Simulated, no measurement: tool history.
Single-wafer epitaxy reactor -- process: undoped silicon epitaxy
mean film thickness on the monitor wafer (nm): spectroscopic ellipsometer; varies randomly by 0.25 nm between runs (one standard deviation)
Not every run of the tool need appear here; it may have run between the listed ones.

run,hour,wafer temperature setpoint (pyrometer-controlled) (°C),deposition time (s),mean film thickness on the monitor wafer (nm)
1,0,660,593,125.42
2,1.1,654,593,111.6
3,7.7,661,593,127.14
4,12,661,633,136.29
5,19.5,661,666,143.06
6,28.2,661,584,125.5
7,30.1,660,583,123.5
8,31.8,659,583,120.81
9,38.3,658,583,118.49
10,39.9,658,583,118.56

Estimate the outcome of run 11 from the log above:
11,41.4,657,583,?

Run 11 produced mean film thickness on the monitor wafer (nm) 116.44.
